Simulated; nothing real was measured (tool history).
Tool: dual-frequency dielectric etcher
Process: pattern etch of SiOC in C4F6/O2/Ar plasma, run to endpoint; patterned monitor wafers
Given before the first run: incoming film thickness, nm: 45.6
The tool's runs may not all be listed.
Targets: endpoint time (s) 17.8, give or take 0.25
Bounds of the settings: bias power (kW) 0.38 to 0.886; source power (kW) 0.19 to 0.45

run	hour	bias power (kW)	source power (kW)	endpoint time (s)
1	0	0.633	0.32	13.613
2	0.9	0.633	0.35	13.131
3	5.9	0.633	0.31	13.67
4	11.6	0.574	0.31	14.327
5	14.2	0.513	0.29	15.529
6	19.7	0.472	0.28	16.422
7	26.3	0.38	0.27	18.703
8	34.7	0.393	0.27	18.37
9	39.7	0.402	0.27	18.171
10	45	0.408	0.27	18.112

Which of these 4 next moves meets every target?
A	50.3	0.4	0.27	?
B	50.3	0.394	0.27	?
C	50.3	0.411	0.28	?
D	50.3	0.413	0.25	?

move	endpoint time (s)
A	18.302
B	18.458
C	17.82
D	18.416
A: moves away from the targets compared with the last run
B: moves away from the targets compared with the last run
C: meets every target
D: moves away from the targets compared with the last run
Correct choice: C, which meets every target
